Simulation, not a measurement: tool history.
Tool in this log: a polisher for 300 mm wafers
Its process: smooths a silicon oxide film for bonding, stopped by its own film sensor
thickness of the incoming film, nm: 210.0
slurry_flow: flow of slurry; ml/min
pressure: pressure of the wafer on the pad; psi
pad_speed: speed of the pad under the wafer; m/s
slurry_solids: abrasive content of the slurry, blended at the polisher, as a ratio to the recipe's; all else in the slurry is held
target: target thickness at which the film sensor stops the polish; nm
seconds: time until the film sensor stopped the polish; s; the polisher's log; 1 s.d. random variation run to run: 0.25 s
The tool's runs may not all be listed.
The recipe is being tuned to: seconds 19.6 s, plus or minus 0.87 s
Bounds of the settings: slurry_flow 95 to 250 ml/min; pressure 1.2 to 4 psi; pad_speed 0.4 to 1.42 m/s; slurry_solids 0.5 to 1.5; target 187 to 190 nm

run	day	slurry_flow	pressure	pad_speed	slurry_solids	target	seconds
1	0	160	2.6	0.9	1	187	30.887
2	0.246	160	2.6	0.72	1	187	34.896
3	0.596	160	2.6	0.72	1	190	29.918
4	0.812	160	2.6	0.72	1	187	34.682
5	0.992	160	2.6	0.72	1	187	34.627
6	1.092	160	2.6	0.72	0.85	187	38.156
# day 1.325: slurry blender recalibrated
7	1.325	160	2.6	0.72	0.85	187	34.077
8	1.671	165	3.3	0.76	0.85	187	25.754
9	1.958	165	3.4	0.76	0.85	187	25.237
10	2.217	165	3.5	0.76	0.85	187	24.967
11	2.579	170	3.6	0.78	0.85	187	23.269
12	2.788	170	3.7	0.78	0.85	187	23.173
13	2.962	170	3.8	0.8	0.85	187	22.451
14	3.029	170	3.8	0.82	0.85	187	21.612
15	3.054	170	3.9	0.84	0.85	187	20.71

Consider the 5 candidate settings below. Which is the only one whose results all fall within their allowed miss of target?
A	3.079	160	3.5	0.76	0.9	189	?
B	3.079	210	3.1	0.88	1.05	188	?
C	3.079	140	4	0.78	0.9	187	?
D	3.079	175	3.6	0.8	0.9	190	?
E	3.079	140	3.8	0.72	0.95	187	?

move	seconds
A	22.15
B	21.335
C	21.421
D	19.738
E	22.705
A: its largest miss is bigger than the last run's
B: its largest miss is bigger than the last run's
C: its largest miss is bigger than the last run's
D: all results land within tolerance of their targets
E: its largest miss is bigger than the last run's
The move that meets every target is D.
